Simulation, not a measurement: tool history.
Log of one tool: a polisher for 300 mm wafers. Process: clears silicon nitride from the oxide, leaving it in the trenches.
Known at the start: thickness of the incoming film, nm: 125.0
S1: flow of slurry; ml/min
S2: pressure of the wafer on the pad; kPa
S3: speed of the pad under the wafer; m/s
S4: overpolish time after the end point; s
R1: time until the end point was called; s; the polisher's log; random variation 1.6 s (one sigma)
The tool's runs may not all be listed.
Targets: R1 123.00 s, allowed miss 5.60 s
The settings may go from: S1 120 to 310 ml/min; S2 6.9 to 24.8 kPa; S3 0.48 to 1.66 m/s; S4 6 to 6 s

Run 1, day 0.000: S1 200 ml/min, S2 15.9 kPa, S3 1.06 m/s, S4 6 s. Result: R1 168.75 s.
Run 2, day 0.325: S1 200 ml/min, S2 15.9 kPa, S3 1.26 m/s, S4 6 s. Result: R1 141.91 s.
Run 3, day 0.642: S1 200 ml/min, S2 15.9 kPa, S3 1.26 m/s, S4 6 s. Result: R1 140.89 s.
Run 4, day 0.892: S1 200 ml/min, S2 16.5 kPa, S3 1.26 m/s, S4 6 s. Result: R1 134.32 s.
Run 5, day 1.025: S1 200 ml/min, S2 17.2 kPa, S3 1.26 m/s, S4 6 s. Result: R1 130.00 s.
Run 6, day 1.383: S1 200 ml/min, S2 17.2 kPa, S3 0.98 m/s, S4 6 s. Result: R1 166.34 s.
Run 7, day 1.538: S1 200 ml/min, S2 17.9 kPa, S3 0.98 m/s, S4 6 s. Result: R1 163.01 s.
Run 8, day 1.808: S1 200 ml/min, S2 18.6 kPa, S3 0.98 m/s, S4 6 s. Result: R1 151.91 s.
Run 9, day 1.912: S1 200 ml/min, S2 19.3 kPa, S3 0.98 m/s, S4 6 s. Result: R1 154.24 s.

5 next moves are on the table. One of them brings every result within its allowed miss. Which?
Run A, day 2.017: S1 205 ml/min, S2 20.7 kPa, S3 1.12 m/s, S4 6 s. Result: R1 ?.
Run B, day 2.017: S1 190 ml/min, S2 23.4 kPa, S3 0.88 m/s, S4 6 s. Result: R1 ?.
Run C, day 2.017: S1 265 ml/min, S2 20.0 kPa, S3 0.96 m/s, S4 6 s. Result: R1 ?.
Run D, day 2.017: S1 255 ml/min, S2 22.1 kPa, S3 1.24 m/s, S4 6 s. Result: R1 ?.
Run E, day 2.017: S1 225 ml/min, S2 19.3 kPa, S3 1.04 m/s, S4 6 s. Result: R1 ?.

move      R1
   A  120.65
   B  136.06
   C  140.92
   D  100.21
   E  137.23
A: meets every target
B: nearer than the last run, and not there yet
C: nearer than the last run, and not there yet
D: takes the result that was furthest off past its target
E: nearer than the last run, and not there yet
Answer: A

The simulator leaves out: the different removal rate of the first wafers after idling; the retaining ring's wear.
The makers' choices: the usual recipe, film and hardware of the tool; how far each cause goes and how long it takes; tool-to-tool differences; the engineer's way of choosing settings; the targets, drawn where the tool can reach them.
